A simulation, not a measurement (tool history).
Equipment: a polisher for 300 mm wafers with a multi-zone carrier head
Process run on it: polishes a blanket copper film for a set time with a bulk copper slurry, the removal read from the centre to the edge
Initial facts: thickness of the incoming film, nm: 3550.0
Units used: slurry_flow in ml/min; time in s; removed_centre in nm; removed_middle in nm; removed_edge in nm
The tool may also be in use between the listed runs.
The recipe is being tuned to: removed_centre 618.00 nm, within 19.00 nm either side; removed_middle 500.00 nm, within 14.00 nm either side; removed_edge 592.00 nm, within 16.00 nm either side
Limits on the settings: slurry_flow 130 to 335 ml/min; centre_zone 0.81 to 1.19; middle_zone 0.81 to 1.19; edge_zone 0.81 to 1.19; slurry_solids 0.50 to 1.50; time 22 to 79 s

run  hour  slurry_flow  centre_zone  middle_zone  edge_zone  slurry_solids  time  removed_centre  removed_middle  removed_edge
  1   0.0          215         1.00         1.00       1.00           1.00    50          394.70          393.92        390.87
  2   9.0          215         1.00         1.00       1.00           1.00    43          338.53          330.06        336.64
  3  12.6          265         1.00         1.00       1.00           1.00    43          347.09          343.51        346.83
  4  19.8          265         1.08         1.00       1.00           1.00    43          374.89          346.52        344.88
  5  21.1          265         1.08         1.00       1.00           1.15    43          388.56          352.58        356.68
  6  22.6          265         1.08         1.00       1.00           1.30    43          396.42          358.82        367.44
  7  25.8          270         1.09         0.99       1.03           1.35    46          427.02          389.11        395.76
  8  32.6          265         1.10         0.96       1.06           1.40    49          458.39          400.62        431.72
  9  37.0          265         1.11         0.95       1.08           1.40    51          487.69          417.55        453.19
 10  44.9          275         1.10         0.87       1.18           1.50    62          592.74          476.86        576.55
 11  50.2          280         1.10         0.87       1.18           1.50    62          595.83          483.82        565.39
 12  53.9          275         1.10         0.87       1.18           1.50    62          602.85          481.44        576.15

Next run, 5 choices. One meets every target within its allowed miss, the rest don't. Which?
  A  57.6          270         1.10         0.93       1.08           1.45    63               ?               ?             ?
  B  57.6          275         1.18         0.88       1.15           1.50    61               ?               ?             ?
  C  57.6          285         1.11         0.89       1.19           1.35    64               ?               ?             ?
  D  57.6          200         1.08         0.81       1.19           1.50    64               ?               ?             ?
  E  57.6          305         1.08         1.01       1.17           1.40    61               ?               ?             ?

move  removed_centre  removed_middle  removed_edge
   A          602.06          506.62        554.17
   B          630.99          472.37        554.40
   C          612.68          492.29        579.30
   D          577.02          443.81        571.34
   E          576.97          529.03        554.38
A: meets the target for the result that was furthest off, but another lies outside its allowed miss
B: lands further from the targets than the last run did
C: meets every target
D: lands further from the targets than the last run did
E: takes the result that was furthest off past its target
The right move is C.
